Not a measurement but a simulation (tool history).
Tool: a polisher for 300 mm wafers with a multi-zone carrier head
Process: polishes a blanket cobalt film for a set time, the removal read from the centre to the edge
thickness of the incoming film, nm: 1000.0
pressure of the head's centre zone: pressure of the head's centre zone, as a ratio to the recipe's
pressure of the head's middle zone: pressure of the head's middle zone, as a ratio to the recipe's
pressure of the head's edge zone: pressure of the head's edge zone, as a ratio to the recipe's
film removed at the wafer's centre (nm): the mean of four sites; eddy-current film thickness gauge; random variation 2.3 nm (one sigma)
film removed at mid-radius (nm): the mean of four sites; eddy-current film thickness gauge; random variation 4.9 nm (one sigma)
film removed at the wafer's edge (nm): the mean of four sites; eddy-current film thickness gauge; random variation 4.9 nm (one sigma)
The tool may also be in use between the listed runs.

run  hour  flow of slurry (ml/min)  pressure of the head's centre zone  pressure of the head's middle zone  pressure of the head's edge zone  polishing time (s)  film removed at the wafer's centre (nm)  film removed at mid-radius (nm)  film removed at the wafer's edge (nm)
  1     0                      305                                   1                                   1                                 1                  62                                   293.34                           287.21                                 282.39
  2   6.5                      305                                   1                                   1                                 1                  77                                   358.35                           366.18                                 358.83
  3    13                      305                                   1                                   1                              1.03                  77                                      359                           360.76                                  369.3
  4  19.5                      305                                1.08                                   1                              1.03                  77                                   392.52                           363.85                                 366.98
  5  22.6                      305                                1.07                                1.01                              1.03                  77                                    382.3                            362.5                                 367.65
  6  25.9                      305                                1.07                                1.01                              1.11                  77                                    386.6                           360.66                                 380.56

Forecast run 7:
  7  34.3                      305                                1.07                                1.02                              1.11                  77                                        ?                                ?                                      ?

Run 7 gave film removed at the wafer's centre (nm) 381.49, film removed at mid-radius (nm) 364.51, film removed at the wafer's edge (nm) 379.23.

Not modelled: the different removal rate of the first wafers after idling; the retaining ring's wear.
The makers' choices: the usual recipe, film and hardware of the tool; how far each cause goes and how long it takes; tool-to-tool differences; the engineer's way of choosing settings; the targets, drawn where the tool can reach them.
